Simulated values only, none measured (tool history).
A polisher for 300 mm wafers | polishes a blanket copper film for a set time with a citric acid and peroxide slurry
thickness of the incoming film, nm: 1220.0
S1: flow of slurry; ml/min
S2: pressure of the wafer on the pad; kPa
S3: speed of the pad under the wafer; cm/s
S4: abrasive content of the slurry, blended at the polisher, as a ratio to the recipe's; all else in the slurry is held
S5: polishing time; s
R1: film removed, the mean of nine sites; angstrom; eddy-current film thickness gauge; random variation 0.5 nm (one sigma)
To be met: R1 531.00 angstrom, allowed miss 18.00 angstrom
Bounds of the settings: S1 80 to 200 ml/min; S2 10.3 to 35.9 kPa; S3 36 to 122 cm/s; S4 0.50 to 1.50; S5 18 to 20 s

run 1 hour=0.0 | S1=130 S2=22.8 S3=78 S4=1.00 S5=20 | R1=323.99
run 2 hour=5.1 | S1=130 S2=25.5 S3=78 S4=1.00 S5=20 | R1=363.27
run 3 hour=8.2 | S1=130 S2=25.5 S3=78 S4=1.00 S5=18 | R1=325.79
run 4 hour=9.4 | S1=130 S2=25.5 S3=78 S4=1.00 S5=18 | R1=333.17
run 5 hour=12.5 | S1=135 S2=29.0 S3=78 S4=1.00 S5=18 | R1=364.25
run 6 hour=13.4 | S1=135 S2=29.0 S3=78 S4=0.80 S5=18 | R1=342.47
run 7 hour=18.3 | S1=160 S2=35.9 S3=88 S4=0.80 S5=18 | R1=472.28
run 8 hour=18.9 | S1=160 S2=35.9 S3=90 S4=0.80 S5=18 | R1=479.91
run 9 hour=27.8 | S1=160 S2=35.9 S3=92 S4=0.80 S5=18 | R1=492.80
run 10 hour=36.6 | S1=160 S2=35.9 S3=94 S4=0.80 S5=18 | R1=494.90
run 11 hour=39.0 | S1=160 S2=35.9 S3=96 S4=0.80 S5=18 | R1=503.61
run 12 hour=41.6 | S1=160 S2=35.9 S3=98 S4=0.80 S5=18 | R1=514.48

4 next moves are on the table. One of them brings every result within its allowed miss. Which?
run A hour=44.2 | S1=150 S2=33.8 S3=96 S4=0.90 S5=18 | R1=?
run B hour=44.2 | S1=155 S2=33.8 S3=88 S4=1.05 S5=20 | R1=?
run C hour=44.2 | S1=150 S2=35.2 S3=98 S4=0.70 S5=18 | R1=?
run D hour=44.2 | S1=160 S2=33.8 S3=86 S4=1.20 S5=18 | R1=?

move=A R1=494.10
move=B R1=543.17
move=C R1=480.70
move=D R1=502.75
A: further off than the last run
B: meets every target
C: further off than the last run
D: further off than the last run
Answer: B
